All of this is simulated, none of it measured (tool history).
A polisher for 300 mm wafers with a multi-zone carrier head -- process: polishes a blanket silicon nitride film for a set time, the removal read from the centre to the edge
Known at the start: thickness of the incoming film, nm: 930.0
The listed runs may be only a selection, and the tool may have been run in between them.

run  hour  flow of slurry (ml/min)  pressure of the head's centre zone  pressure of the head's middle zone  pressure of the head's edge zone  polishing time (s)  film removed at the wafer's centre (angstrom)  film removed at mid-radius (angstrom)  film removed at the wafer's edge (angstrom)
  1   0.0                      270                                1.00                                1.00                              1.00                  30                                         810.84                                 774.34                                       798.39
  2   1.3                      265                                0.97                                0.99                              0.98                  28                                         732.69                                 741.86                                       747.27
  3   9.3                      265                                0.97                                0.93                              0.98                  28                                         711.62                                 689.63                                       749.86
  4  14.9                      265                                0.97                                0.93                              1.02                  28                                         727.92                                 692.74                                       761.74
  5  15.7                      305                                0.97                                0.93                              1.02                  28                                         738.68                                 718.29                                       772.40
  6  22.0                      295                                0.96                                0.92                              0.99                  26                                         671.21                                 649.13                                       699.97
  7  24.6                      295                                0.94                                0.91                              0.97                  25                                         638.89                                 606.80                                       665.13
  8  28.6                      230                                0.84                                0.99                              0.89                  20                                         453.27                                 516.34                                       504.74

What will run 9 give?
  9  31.2                      240                                0.84                                0.99                              0.90                  20                                              ?                                      ?                                            ?

Run 9 yielded film removed at the wafer's centre (angstrom) 452.33, film removed at mid-radius (angstrom) 517.84, film removed at the wafer's edge (angstrom) 499.93.
